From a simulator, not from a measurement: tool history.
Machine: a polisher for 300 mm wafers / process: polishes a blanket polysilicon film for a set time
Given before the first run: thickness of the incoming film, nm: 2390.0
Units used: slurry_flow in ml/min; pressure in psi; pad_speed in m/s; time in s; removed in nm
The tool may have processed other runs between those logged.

run	hour	slurry_flow	pressure	pad_speed	time	removed
1	0	185	2.7	1.04	44	295.15
2	6.8	185	2.7	1.04	39	262.59
3	13.8	190	2.9	1.04	39	280.28
4	14.6	190	3.1	1.04	39	301.11
5	20.2	235	3.1	1.04	39	305.72
6	23.8	235	3.2	1.04	39	316.34

Run 7 comes next. What will it give?
7	27.7	235	3.3	1.04	39	?

Run 7 measured removed 326.98 nm.
